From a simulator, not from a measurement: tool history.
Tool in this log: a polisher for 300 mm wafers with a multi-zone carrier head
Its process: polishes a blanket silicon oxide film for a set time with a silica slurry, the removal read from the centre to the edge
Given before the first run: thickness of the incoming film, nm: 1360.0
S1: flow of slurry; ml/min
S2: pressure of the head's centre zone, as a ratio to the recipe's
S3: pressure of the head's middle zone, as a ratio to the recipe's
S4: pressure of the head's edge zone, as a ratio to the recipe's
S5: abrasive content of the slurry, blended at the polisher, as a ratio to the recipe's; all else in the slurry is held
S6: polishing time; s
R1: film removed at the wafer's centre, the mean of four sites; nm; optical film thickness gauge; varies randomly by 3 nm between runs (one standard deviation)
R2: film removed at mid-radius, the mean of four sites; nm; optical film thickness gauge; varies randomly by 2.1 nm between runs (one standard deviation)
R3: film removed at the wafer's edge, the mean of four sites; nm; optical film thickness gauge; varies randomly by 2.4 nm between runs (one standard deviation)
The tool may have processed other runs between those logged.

| run | hour | S1 | S2 | S3 | S4 | S5 | S6 | R1 | R2 | R3 |
|---|---|---|---|---|---|---|---|---|---|---|
| 1 | 0.0 | 130 | 1.00 | 1.00 | 1.00 | 1.00 | 78 | 307.90 | 317.54 | 301.13 |
| 2 | 2.2 | 115 | 0.94 | 1.00 | 0.98 | 0.95 | 78 | 275.24 | 288.73 | 284.02 |
| 3 | 6.9 | 105 | 0.90 | 1.04 | 0.99 | 0.90 | 78 | 247.57 | 287.28 | 271.04 |
| 4 | 15.7 | 105 | 0.90 | 1.04 | 0.99 | 0.70 | 78 | 201.56 | 239.44 | 224.92 |
| 5 | 19.4 | 120 | 0.89 | 1.04 | 1.02 | 0.70 | 78 | 211.46 | 250.65 | 232.02 |
| 6 | 20.1 | 120 | 0.81 | 1.04 | 1.02 | 0.70 | 78 | 192.44 | 244.47 | 237.68 |
| 7 | 21.0 | 130 | 0.81 | 1.05 | 1.03 | 0.70 | 78 | 197.94 | 257.01 | 240.09 |
| 8 | 24.8 | 135 | 0.81 | 1.04 | 1.04 | 0.70 | 78 | 199.04 | 255.83 | 239.93 |
| 9 | 31.0 | 140 | 0.81 | 1.03 | 1.05 | 0.70 | 78 | 200.23 | 256.01 | 245.86 |

Run 10, settings as shown, results not yet in. Your forecast:
| 10 | 34.5 | 145 | 0.81 | 1.03 | 1.05 | 0.70 | 78 | ? | ? | ? |

Run 10 measured R1 209.88 nm, R2 255.85 nm, R3 248.28 nm.

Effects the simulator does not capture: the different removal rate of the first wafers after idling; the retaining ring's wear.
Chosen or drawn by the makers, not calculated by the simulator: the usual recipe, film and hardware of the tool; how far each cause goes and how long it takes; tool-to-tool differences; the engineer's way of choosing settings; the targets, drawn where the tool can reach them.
